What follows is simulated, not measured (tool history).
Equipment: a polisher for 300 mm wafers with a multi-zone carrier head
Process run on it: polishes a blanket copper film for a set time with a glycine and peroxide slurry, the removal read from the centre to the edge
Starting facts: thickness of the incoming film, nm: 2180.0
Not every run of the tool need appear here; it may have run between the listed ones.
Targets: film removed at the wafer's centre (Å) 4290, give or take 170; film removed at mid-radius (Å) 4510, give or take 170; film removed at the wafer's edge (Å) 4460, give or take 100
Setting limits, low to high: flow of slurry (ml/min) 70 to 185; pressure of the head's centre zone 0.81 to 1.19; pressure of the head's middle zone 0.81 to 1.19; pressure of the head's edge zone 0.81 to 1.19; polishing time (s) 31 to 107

run,day,flow of slurry (ml/min),pressure of the head's centre zone,pressure of the head's middle zone,pressure of the head's edge zone,polishing time (s),film removed at the wafer's centre (Å),film removed at mid-radius (Å),film removed at the wafer's edge (Å)
1,0,120,1,1,1,69,3165.7,3408.2,3379.1
2,0.05,120,1,1,1,54,2504.8,2659,2684.4
3,0.288,120,1,1,0.96,54,2524.1,2708,2638.9
4,0.533,120,1,1,0.96,38,1735.7,1922.2,1839.8
5,0.854,120,1,1,1.02,38,1730.2,1873.7,1887.5
6,1.15,120,1,1,1.08,38,1718.5,1871.5,1914.8
7,1.367,125,1,1.01,1.08,44,2040.2,2175.2,2249
8,1.738,135,1,1.03,1.09,47,2204.6,2477.9,2416
9,1.888,140,1.01,1.03,1.1,51,2470,2690.6,2657.5
10,2.146,145,1.01,1.03,1.11,54,2603.4,2857.5,2857.2
11,2.183,150,1.02,1.03,1.12,57,2886,3042.8,3019.8
12,2.338,145,1,1.05,1.19,76,3703.3,4073.4,4090.3
13,2.508,150,1,1.05,1.19,76,3639.9,4156.6,4140.6
14,2.721,155,1.01,1.05,1.19,76,3766.6,4065.4,4131.1
# day 2.929: centre zone pressure recalibrated
15,2.929,175,1.03,1.1,1.19,81,4473.2,4687.3,4463.2
16,2.975,175,1.03,1.09,1.19,81,4401.5,4733.7,4512.9
17,3.175,175,1.03,1.08,1.19,81,4552.4,4580.5,4491.9

Which of these 4 next moves meets every target?
A,3.375,175,1,0.94,1.19,80,?,?,?
B,3.375,185,0.97,1.03,1.13,81,?,?,?
C,3.375,140,0.86,0.89,1.19,86,?,?,?
D,3.375,180,1.02,0.98,1.19,85,?,?,?

move,film removed at the wafer's centre (Å),film removed at mid-radius (Å),film removed at the wafer's edge (Å)
A,4213,3989.4,4456
B,4197.4,4402.6,4441.5
C,3787.6,3934.9,4652.4
D,4580.2,4409.3,4747.9
A: corrects the largest miss of the last run, while another result sits out of spec
B: every result within its allowed miss
C: the result that was furthest off in the last run now lies on the other side of its target
D: lands further from the targets than the last run did
B is the move that brings every result within its allowed miss.
